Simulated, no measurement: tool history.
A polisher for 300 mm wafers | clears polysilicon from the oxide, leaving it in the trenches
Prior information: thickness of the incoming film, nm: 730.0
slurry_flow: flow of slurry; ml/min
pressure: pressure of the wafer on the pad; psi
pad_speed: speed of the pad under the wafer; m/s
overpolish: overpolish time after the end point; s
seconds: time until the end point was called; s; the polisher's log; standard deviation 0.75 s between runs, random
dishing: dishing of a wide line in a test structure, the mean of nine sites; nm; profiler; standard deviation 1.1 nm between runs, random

run,hour,slurry_flow,pressure,pad_speed,overpolish,seconds,dishing
1,0.0,150,2.6,1.04,16,59.653,51.410
2,0.7,150,2.6,1.04,13,59.106,48.973
3,8.6,150,2.9,1.06,14,51.773,52.796
4,12.7,150,3.0,1.08,12,51.440,51.660
5,20.1,150,3.2,1.12,10,45.634,49.978
6,24.2,150,3.2,1.12,14,45.543,52.394
7,30.2,150,3.3,1.14,14,43.367,53.904

Forecast run 8:
8,38.9,150,3.4,1.14,13,?,?

{"run 8": {"seconds": 42.111, "dishing": 54.088}}
